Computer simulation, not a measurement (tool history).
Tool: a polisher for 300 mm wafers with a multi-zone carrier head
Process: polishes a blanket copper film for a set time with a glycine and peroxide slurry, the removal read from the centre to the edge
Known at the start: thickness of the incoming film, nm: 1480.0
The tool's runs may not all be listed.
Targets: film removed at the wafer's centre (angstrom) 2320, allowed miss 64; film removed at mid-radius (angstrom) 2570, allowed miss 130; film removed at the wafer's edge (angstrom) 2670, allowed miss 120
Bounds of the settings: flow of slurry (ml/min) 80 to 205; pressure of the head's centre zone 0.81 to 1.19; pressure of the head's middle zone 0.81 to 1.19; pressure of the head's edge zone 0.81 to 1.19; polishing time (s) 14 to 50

run,hour,flow of slurry (ml/min),pressure of the head's centre zone,pressure of the head's middle zone,pressure of the head's edge zone,polishing time (s),film removed at the wafer's centre (angstrom),film removed at mid-radius (angstrom),film removed at the wafer's edge (angstrom)
1,0,135,1,1,1,32,2056.9,2141.1,2092.1
2,8.5,135,1.08,1,1,32,2230.6,2186.2,2032
3,11.5,145,1.04,1.01,1.05,33,2222.5,2255,2210
4,15,170,1.04,1.01,1.05,33,2319,2330.7,2232.4
5,16.9,170,1.04,1.01,1.01,33,2326.7,2316.3,2198.8
6,25.8,170,1.04,1.06,1.01,33,2310.7,2355.5,2208.2
7,33.4,170,1.01,1.06,1.06,34,2307.9,2514.9,2320.5
8,37.8,170,0.98,1.02,1.09,35,2324.4,2485.1,2433.3
9,44.6,170,0.96,1.01,1.12,36,2330.6,2539,2551.2

Which of these 4 next moves meets every target?
A,51.4,195,0.9,0.96,1.12,37,?,?,?
B,51.4,155,1.04,1.09,1.11,35,?,?,?
C,51.4,160,0.95,1.06,0.99,36,?,?,?
D,51.4,190,1.01,1.07,1.03,34,?,?,?

move,film removed at the wafer's centre (angstrom),film removed at mid-radius (angstrom),film removed at the wafer's edge (angstrom)
A,2330,2583.8,2651.6
B,2437.1,2616.7,2427.8
C,2309.6,2645.5,2370
D,2386,2586.1,2326.9
A: meets every target
B: further off than the last run
C: further off than the last run
D: further off than the last run
The right move is A.
